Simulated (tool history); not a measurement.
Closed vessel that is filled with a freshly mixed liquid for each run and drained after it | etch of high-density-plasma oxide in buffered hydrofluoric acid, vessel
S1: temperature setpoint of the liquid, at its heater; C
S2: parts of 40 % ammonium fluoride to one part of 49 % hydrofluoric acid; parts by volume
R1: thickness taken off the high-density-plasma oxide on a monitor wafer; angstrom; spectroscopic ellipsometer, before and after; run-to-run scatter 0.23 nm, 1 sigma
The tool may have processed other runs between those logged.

run 1 hour=0.0 | S1=24.0 S2=16.0 time_in_the_liquid_(s)=30 | R1=251.15
run 2 hour=5.2 | S1=26.0 S2=14.0 time_in_the_liquid_(s)=30 | R1=321.88
run 3 hour=7.9 | S1=27.5 S2=13.0 time_in_the_liquid_(s)=30 | R1=373.04
run 4 hour=12.6 | S1=27.5 S2=15.5 time_in_the_liquid_(s)=30 | R1=313.68
run 5 hour=14.5 | S1=27.5 S2=15.5 time_in_the_liquid_(s)=30 | R1=315.53
run 6 hour=15.2 | S1=29.0 S2=15.5 time_in_the_liquid_(s)=30 | R1=341.03
run 7 hour=17.7 | S1=30.0 S2=14.0 time_in_the_liquid_(s)=30 | R1=396.76
run 8 hour=19.8 | S1=30.5 S2=12.5 time_in_the_liquid_(s)=30 | R1=450.45

Estimate the outcome of run 9 from the log above:
run 9 hour=26.3 | S1=32.0 S2=8.5 time_in_the_liquid_(s)=30 | R1=?

Run 9 produced R1 698.13 angstrom.
